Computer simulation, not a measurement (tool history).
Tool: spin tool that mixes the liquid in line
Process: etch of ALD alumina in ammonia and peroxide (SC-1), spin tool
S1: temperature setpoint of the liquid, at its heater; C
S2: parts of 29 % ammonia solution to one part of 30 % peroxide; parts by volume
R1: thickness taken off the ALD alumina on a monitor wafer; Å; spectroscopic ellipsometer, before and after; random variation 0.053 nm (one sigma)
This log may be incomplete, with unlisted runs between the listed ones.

run 1 day=0 | S1=51 S2=0.75 time_under_the_liquid_(s)=55 | R1=38.002
run 2 day=0.367 | S1=51 S2=0.6 time_under_the_liquid_(s)=55 | R1=36.951
run 3 day=0.65 | S1=51 S2=0.45 time_under_the_liquid_(s)=55 | R1=36.059
run 4 day=0.729 | S1=54.5 S2=0.45 time_under_the_liquid_(s)=55 | R1=43.88
run 5 day=1.042 | S1=54.5 S2=0.3 time_under_the_liquid_(s)=55 | R1=42.046
run 6 day=1.067 | S1=57.5 S2=0.4 time_under_the_liquid_(s)=55 | R1=50.484

What will run 7 give?
run 7 day=1.225 | S1=60 S2=0.5 time_under_the_liquid_(s)=55 | R1=?

Run 7 yielded R1 59.407 Å.
